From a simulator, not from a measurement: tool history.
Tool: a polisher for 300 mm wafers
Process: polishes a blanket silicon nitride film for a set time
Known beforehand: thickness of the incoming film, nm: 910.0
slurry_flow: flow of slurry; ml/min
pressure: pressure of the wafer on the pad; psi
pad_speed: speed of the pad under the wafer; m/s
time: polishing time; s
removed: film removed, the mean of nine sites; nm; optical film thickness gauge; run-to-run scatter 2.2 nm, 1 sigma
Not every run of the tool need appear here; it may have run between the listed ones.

run	hour	slurry_flow	pressure	pad_speed	time	removed
1	0	250	3.9	1.08	37	87.643
2	1.2	250	4.4	1.1	37	102.44
3	4.7	250	4.8	1.1	37	111.04
4	13.3	250	5.1	1.12	37	117.86
5	14.5	250	5.3	1.16	37	127.88
6	18.2	250	5.5	1.18	37	133.92
7	20.6	250	5.6	1.22	37	141.51

Run 8 has not been measured yet. What should we expect?
8	23.7	250	5.7	1.24	37	?

Run 8 produced removed 140.38 nm.
